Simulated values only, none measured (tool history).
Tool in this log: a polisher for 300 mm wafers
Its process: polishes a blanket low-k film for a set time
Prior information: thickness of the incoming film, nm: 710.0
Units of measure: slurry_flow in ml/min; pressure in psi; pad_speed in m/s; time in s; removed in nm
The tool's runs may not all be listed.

run 1 hour=0.0 | slurry_flow=130 pressure=1.9 pad_speed=1.18 slurry_solids=1.0 time=30 | removed=11.0220
run 2 hour=3.2 | slurry_flow=130 pressure=1.9 pad_speed=1.18 slurry_solids=0.8 time=30 | removed=10.1980
run 3 hour=7.9 | slurry_flow=130 pressure=1.9 pad_speed=1.18 slurry_solids=0.7 time=30 | removed=9.5629
run 4 hour=8.6 | slurry_flow=125 pressure=1.8 pad_speed=1.18 slurry_solids=0.7 time=30 | removed=9.0871
run 5 hour=11.4 | slurry_flow=120 pressure=1.8 pad_speed=1.18 slurry_solids=0.7 time=30 | removed=9.0259
run 6 hour=13.3 | slurry_flow=120 pressure=2.2 pad_speed=1.18 slurry_solids=0.7 time=30 | removed=11.0260
run 7 hour=16.6 | slurry_flow=115 pressure=2.1 pad_speed=1.18 slurry_solids=0.7 time=30 | removed=10.4040
run 8 hour=23.8 | slurry_flow=110 pressure=2.0 pad_speed=1.18 slurry_solids=0.7 time=30 | removed=9.9256

Forecast run 9:
run 9 hour=28.8 | slurry_flow=110 pressure=2.0 pad_speed=1.18 slurry_solids=0.7 time=30 | removed=?

{"run 9": {"removed": 9.8293}}
